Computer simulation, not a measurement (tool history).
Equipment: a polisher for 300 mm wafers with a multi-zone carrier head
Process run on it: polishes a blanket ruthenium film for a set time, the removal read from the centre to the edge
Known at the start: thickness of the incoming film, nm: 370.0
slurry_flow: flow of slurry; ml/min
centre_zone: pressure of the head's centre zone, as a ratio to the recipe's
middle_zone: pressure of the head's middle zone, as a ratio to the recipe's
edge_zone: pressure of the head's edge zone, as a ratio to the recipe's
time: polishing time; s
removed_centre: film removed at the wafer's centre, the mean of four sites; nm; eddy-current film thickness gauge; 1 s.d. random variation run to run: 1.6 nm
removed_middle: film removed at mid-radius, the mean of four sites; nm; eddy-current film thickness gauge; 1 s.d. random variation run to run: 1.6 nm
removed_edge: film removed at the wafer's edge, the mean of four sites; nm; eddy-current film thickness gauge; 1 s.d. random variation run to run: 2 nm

{"run": 1, "day": 0.0, "slurry_flow": 155, "centre_zone": 1.0, "middle_zone": 1.0, "edge_zone": 1.0, "time": 80, "removed_centre": 137.77, "removed_middle": 140.6, "removed_edge": 142.91}
{"run": 2, "day": 0.188, "slurry_flow": 120, "centre_zone": 1.0, "middle_zone": 1.0, "edge_zone": 1.0, "time": 80, "removed_centre": 128.47, "removed_middle": 133.11, "removed_edge": 134.49}
{"run": 3, "day": 0.379, "slurry_flow": 120, "centre_zone": 1.0, "middle_zone": 1.0, "edge_zone": 1.0, "time": 61, "removed_centre": 98.343, "removed_middle": 100.58, "removed_edge": 103.11}
{"run": 4, "day": 0.658, "slurry_flow": 120, "centre_zone": 1.0, "middle_zone": 1.0, "edge_zone": 1.06, "time": 61, "removed_centre": 96.867, "removed_middle": 101.06, "removed_edge": 107.39}
{"run": 5, "day": 1.021, "slurry_flow": 130, "centre_zone": 1.02, "middle_zone": 1.01, "edge_zone": 1.06, "time": 63, "removed_centre": 105.65, "removed_middle": 106.19, "removed_edge": 109.18}
{"run": 6, "day": 1.242, "slurry_flow": 130, "centre_zone": 1.02, "middle_zone": 1.01, "edge_zone": 1.06, "time": 78, "removed_centre": 129.3, "removed_middle": 133.74, "removed_edge": 135.17}
{"run": 7, "day": 1.342, "slurry_flow": 140, "centre_zone": 1.03, "middle_zone": 1.01, "edge_zone": 1.06, "time": 78, "removed_centre": 137.12, "removed_middle": 134.89, "removed_edge": 139.0}
{"run": 8, "day": 1.592, "slurry_flow": 150, "centre_zone": 1.03, "middle_zone": 1.02, "edge_zone": 1.06, "time": 78, "removed_centre": 136.8, "removed_middle": 138.81, "removed_edge": 142.67}
{"run": 9, "day": 1.717, "slurry_flow": 160, "centre_zone": 1.04, "middle_zone": 1.02, "edge_zone": 1.05, "time": 78, "removed_centre": 140.91, "removed_middle": 139.07, "removed_edge": 143.04}

Estimate the outcome of run 10 from the log above:
{"run": 10, "day": 1.958, "slurry_flow": 170, "centre_zone": 1.05, "middle_zone": 1.03, "edge_zone": 1.04, "time": 78, "removed_centre": "?", "removed_middle": "?", "removed_edge": "?"}

{"run 10": {"removed_centre": 143.26, "removed_middle": 140.9, "removed_edge": 141.97}}

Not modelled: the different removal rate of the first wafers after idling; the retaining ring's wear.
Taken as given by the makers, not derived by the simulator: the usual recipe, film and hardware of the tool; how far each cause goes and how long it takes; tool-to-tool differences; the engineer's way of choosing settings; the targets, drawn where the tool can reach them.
